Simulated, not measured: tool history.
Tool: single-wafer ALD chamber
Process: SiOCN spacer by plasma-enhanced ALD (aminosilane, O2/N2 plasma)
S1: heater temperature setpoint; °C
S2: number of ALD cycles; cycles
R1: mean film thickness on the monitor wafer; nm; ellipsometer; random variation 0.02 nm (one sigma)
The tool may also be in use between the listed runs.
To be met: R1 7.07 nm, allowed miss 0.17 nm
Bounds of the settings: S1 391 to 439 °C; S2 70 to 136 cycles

run 1 hour=0 | S1=415 S2=103 | R1=5.6123
run 2 hour=4.4 | S1=415 S2=97 | R1=5.2635
run 3 hour=12.2 | S1=405 S2=97 | R1=5.4724
run 4 hour=12.9 | S1=413 S2=97 | R1=5.3227
run 5 hour=20.1 | S1=409 S2=97 | R1=5.3945
run 6 hour=22.3 | S1=403 S2=97 | R1=5.4895
run 7 hour=27.5 | S1=402 S2=100 | R1=5.6881
run 8 hour=29.4 | S1=401 S2=102 | R1=5.8379
run 9 hour=30.7 | S1=400 S2=104 | R1=5.9152
run 10 hour=32.1 | S1=399 S2=106 | R1=6.071
run 11 hour=36.5 | S1=398 S2=108 | R1=6.1496
run 12 hour=44.4 | S1=397 S2=110 | R1=6.2434

4 next moves are on the table. One of them brings every result within its allowed miss. Which?
run A hour=52.3 | S1=392 S2=135 | R1=?
run B hour=52.3 | S1=394 S2=91 | R1=?
run C hour=52.3 | S1=394 S2=94 | R1=?
run D hour=52.3 | S1=395 S2=124 | R1=?

move=A R1=7.6991
move=B R1=5.1898
move=C R1=5.3609
move=D R1=7.0718
A: takes the result that was furthest off past its target
B: further off than the last run
C: further off than the last run
D: meets every target
The right move is D.

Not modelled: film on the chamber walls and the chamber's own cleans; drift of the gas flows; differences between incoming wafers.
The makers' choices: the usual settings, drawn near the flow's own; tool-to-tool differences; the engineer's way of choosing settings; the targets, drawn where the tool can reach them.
